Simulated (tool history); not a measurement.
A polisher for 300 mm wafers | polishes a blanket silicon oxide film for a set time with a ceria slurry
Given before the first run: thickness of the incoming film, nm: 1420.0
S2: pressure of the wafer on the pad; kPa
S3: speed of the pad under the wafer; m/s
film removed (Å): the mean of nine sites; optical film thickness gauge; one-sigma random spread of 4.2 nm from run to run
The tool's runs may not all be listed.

{"run": 1, "hour": 0.0, "flow of slurry (ml/min)": 255, "S2": 21.4, "S3": 1.3, "polishing time (s)": 49, "film removed (Å)": 2476.3}
{"run": 2, "hour": 8.0, "flow of slurry (ml/min)": 255, "S2": 22.1, "S3": 1.3, "polishing time (s)": 49, "film removed (Å)": 2599.1}
{"run": 3, "hour": 9.6, "flow of slurry (ml/min)": 295, "S2": 22.1, "S3": 1.3, "polishing time (s)": 49, "film removed (Å)": 2712.7}
{"run": 4, "hour": 13.3, "flow of slurry (ml/min)": 300, "S2": 22.1, "S3": 1.3, "polishing time (s)": 49, "film removed (Å)": 2604.7}
{"run": 5, "hour": 14.3, "flow of slurry (ml/min)": 300, "S2": 22.8, "S3": 1.3, "polishing time (s)": 49, "film removed (Å)": 2689.8}
{"run": 6, "hour": 21.1, "flow of slurry (ml/min)": 300, "S2": 22.8, "S3": 1.3, "polishing time (s)": 44, "film removed (Å)": 2438.9}
{"run": 7, "hour": 28.4, "flow of slurry (ml/min)": 300, "S2": 23.4, "S3": 1.3, "polishing time (s)": 44, "film removed (Å)": 2495.7}

Run 8 comes next. What will it give?
{"run": 8, "hour": 30.7, "flow of slurry (ml/min)": 300, "S2": 24.1, "S3": 1.3, "polishing time (s)": 44, "film removed (Å)": "?"}

Run 8 measured film removed (Å) 2591.5.

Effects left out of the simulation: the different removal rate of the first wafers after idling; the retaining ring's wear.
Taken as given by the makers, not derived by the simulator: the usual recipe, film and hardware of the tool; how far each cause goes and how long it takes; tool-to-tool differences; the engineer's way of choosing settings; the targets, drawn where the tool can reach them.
